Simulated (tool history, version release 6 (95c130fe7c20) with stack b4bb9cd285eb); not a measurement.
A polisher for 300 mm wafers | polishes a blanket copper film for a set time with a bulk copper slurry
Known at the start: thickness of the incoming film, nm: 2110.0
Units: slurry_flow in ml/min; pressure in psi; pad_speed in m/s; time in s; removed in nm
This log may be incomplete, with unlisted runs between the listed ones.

Run 1, hour 0: slurry_flow 245 ml/min, pressure 1.7 psi, pad_speed 1.08 m/s, slurry_solids 1, time 26 s. Result: removed 161.31 nm.
Run 2, hour 3.8: slurry_flow 245 ml/min, pressure 1.6 psi, pad_speed 1.08 m/s, slurry_solids 1, time 26 s. Result: removed 152.38 nm.
Run 3, hour 10.4: slurry_flow 245 ml/min, pressure 1.6 psi, pad_speed 1.36 m/s, slurry_solids 1, time 26 s. Result: removed 192.39 nm.
Run 4, hour 14.7: slurry_flow 245 ml/min, pressure 1.6 psi, pad_speed 1.36 m/s, slurry_solids 1.15, time 26 s. Result: removed 194.18 nm.
Run 5, hour 20.6: slurry_flow 245 ml/min, pressure 1.4 psi, pad_speed 1.36 m/s, slurry_solids 1.15, time 26 s. Result: removed 173.33 nm.
Run 6, hour 23.2: slurry_flow 300 ml/min, pressure 1.4 psi, pad_speed 1.36 m/s, slurry_solids 1.15, time 26 s. Result: removed 176.06 nm.
Run 7, hour 27.1: slurry_flow 300 ml/min, pressure 1.3 psi, pad_speed 1.34 m/s, slurry_solids 1.15, time 26 s. Result: removed 162.61 nm.

Expected results for the next run?
Run 8, hour 33.4: slurry_flow 285 ml/min, pressure 0.8 psi, pad_speed 1.3 m/s, slurry_solids 1.15, time 26 s. Result: removed ?.

Run 8 gave removed 98.675 nm.
